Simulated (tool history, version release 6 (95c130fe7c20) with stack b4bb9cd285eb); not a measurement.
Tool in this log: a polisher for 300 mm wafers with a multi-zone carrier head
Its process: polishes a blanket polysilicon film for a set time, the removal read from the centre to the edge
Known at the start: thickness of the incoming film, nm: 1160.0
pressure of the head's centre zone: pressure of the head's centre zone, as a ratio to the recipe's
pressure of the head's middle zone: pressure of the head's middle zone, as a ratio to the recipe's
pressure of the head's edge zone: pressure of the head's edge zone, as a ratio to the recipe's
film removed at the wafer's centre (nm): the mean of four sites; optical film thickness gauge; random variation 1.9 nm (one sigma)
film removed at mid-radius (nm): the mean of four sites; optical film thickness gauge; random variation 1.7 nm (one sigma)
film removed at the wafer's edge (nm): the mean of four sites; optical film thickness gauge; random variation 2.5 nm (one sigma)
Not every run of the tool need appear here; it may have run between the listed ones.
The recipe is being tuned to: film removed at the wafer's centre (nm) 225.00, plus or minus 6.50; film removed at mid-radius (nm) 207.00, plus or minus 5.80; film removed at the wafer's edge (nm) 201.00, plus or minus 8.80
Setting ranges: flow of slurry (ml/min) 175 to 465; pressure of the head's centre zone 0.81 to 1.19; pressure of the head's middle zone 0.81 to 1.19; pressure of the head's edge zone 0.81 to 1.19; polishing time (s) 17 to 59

run,day,flow of slurry (ml/min),pressure of the head's centre zone,pressure of the head's middle zone,pressure of the head's edge zone,polishing time (s),film removed at the wafer's centre (nm),film removed at mid-radius (nm),film removed at the wafer's edge (nm)
1,0.000,295,1.00,1.00,1.00,38,269.54,254.78,264.42
2,0.267,295,1.00,1.07,1.00,38,273.25,268.47,265.81
3,0.338,345,1.00,1.07,1.00,38,277.02,268.21,265.00
4,0.533,345,1.00,1.04,1.00,38,273.66,265.31,261.70
5,0.675,345,1.00,1.11,1.00,38,275.68,277.69,270.58
6,0.929,345,1.00,1.11,0.92,38,272.37,274.32,253.64
7,1.212,345,0.99,1.08,0.90,37,265.40,262.76,243.36
8,1.367,310,0.93,0.98,0.81,31,206.89,208.87,193.88
9,1.433,315,0.94,0.98,0.82,31,207.57,206.66,196.60

Next run, 4 choices. One meets every target within its allowed miss, the rest don't. Which?
A,1.500,330,0.98,0.82,0.89,35,?,?,?
B,1.500,360,0.98,0.94,0.81,32,?,?,?
C,1.500,200,1.03,1.07,0.81,33,?,?,?
D,1.500,310,0.95,0.99,0.81,31,?,?,?

move,film removed at the wafer's centre (nm),film removed at mid-radius (nm),film removed at the wafer's edge (nm)
A,245.05,207.30,228.18
B,225.57,208.26,200.63
C,233.38,225.06,200.32
D,209.92,206.91,192.83
A: pushes the last run's worst result past its target
B: all results land within tolerance of their targets
C: pushes the last run's worst result past its target
D: nearer the targets than the last run, but a result is still out of spec
Correct choice: B, which meets every target
